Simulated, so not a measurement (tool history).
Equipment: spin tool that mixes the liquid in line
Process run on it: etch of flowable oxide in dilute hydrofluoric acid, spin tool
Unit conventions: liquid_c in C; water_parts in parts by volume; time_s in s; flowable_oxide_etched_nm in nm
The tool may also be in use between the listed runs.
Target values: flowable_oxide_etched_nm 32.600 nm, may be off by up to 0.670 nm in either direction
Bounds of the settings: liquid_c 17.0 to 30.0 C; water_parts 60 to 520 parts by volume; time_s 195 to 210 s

Run 1, hour 0.0: liquid_c 22.0 C, water_parts 290 parts by volume, time_s 195 s. Result: flowable_oxide_etched_nm 21.810 nm.
Run 2, hour 4.1: liquid_c 25.0 C, water_parts 290 parts by volume, time_s 195 s. Result: flowable_oxide_etched_nm 24.148 nm.
Run 3, hour 7.9: liquid_c 26.0 C, water_parts 285 parts by volume, time_s 195 s. Result: flowable_oxide_etched_nm 25.760 nm.
Run 4, hour 16.0: liquid_c 26.0 C, water_parts 285 parts by volume, time_s 210 s. Result: flowable_oxide_etched_nm 27.840 nm.
Run 5, hour 21.4: liquid_c 26.0 C, water_parts 285 parts by volume, time_s 195 s. Result: flowable_oxide_etched_nm 25.362 nm.
Run 6, hour 29.4: liquid_c 26.5 C, water_parts 280 parts by volume, time_s 195 s. Result: flowable_oxide_etched_nm 26.330 nm.
Run 7, hour 36.3: liquid_c 27.0 C, water_parts 275 parts by volume, time_s 195 s. Result: flowable_oxide_etched_nm 27.637 nm.
Run 8, hour 41.8: liquid_c 27.5 C, water_parts 275 parts by volume, time_s 195 s. Result: flowable_oxide_etched_nm 28.003 nm.
Run 9, hour 44.3: liquid_c 28.0 C, water_parts 270 parts by volume, time_s 195 s. Result: flowable_oxide_etched_nm 29.093 nm.
Run 10, hour 47.2: liquid_c 30.0 C, water_parts 255 parts by volume, time_s 195 s. Result: flowable_oxide_etched_nm 33.686 nm.
At hour 54.5: thermometer replaced.
Run 11, hour 54.5: liquid_c 29.5 C, water_parts 255 parts by volume, time_s 195 s. Result: flowable_oxide_etched_nm 36.272 nm.
Run 12, hour 60.9: liquid_c 29.0 C, water_parts 255 parts by volume, time_s 195 s. Result: flowable_oxide_etched_nm 35.870 nm.
Run 13, hour 63.1: liquid_c 28.5 C, water_parts 255 parts by volume, time_s 195 s. Result: flowable_oxide_etched_nm 34.964 nm.

Of the 5 settings listed for the next run, only one would bring every result within its allowed miss of target. Which one?
Run A, hour 65.3: liquid_c 27.0 C, water_parts 285 parts by volume, time_s 210 s. Result: flowable_oxide_etched_nm ?.
Run B, hour 65.3: liquid_c 28.0 C, water_parts 265 parts by volume, time_s 195 s. Result: flowable_oxide_etched_nm ?.
Run C, hour 65.3: liquid_c 27.5 C, water_parts 255 parts by volume, time_s 200 s. Result: flowable_oxide_etched_nm ?.
Run D, hour 65.3: liquid_c 27.0 C, water_parts 265 parts by volume, time_s 195 s. Result: flowable_oxide_etched_nm ?.
Run E, hour 65.3: liquid_c 27.0 C, water_parts 240 parts by volume, time_s 195 s. Result: flowable_oxide_etched_nm ?.

move  flowable_oxide_etched_nm
   A                    30.911
   B                    32.621
   C                    34.559
   D                    31.531
   E                    35.773
A: the result that was furthest off in the last run now lies on the other side of its target
B: meets every target
C: an improvement on the last run, though not all results are within tolerance
D: the result that was furthest off in the last run now lies on the other side of its target
E: moves away from the targets compared with the last run
Move B is the one to make.
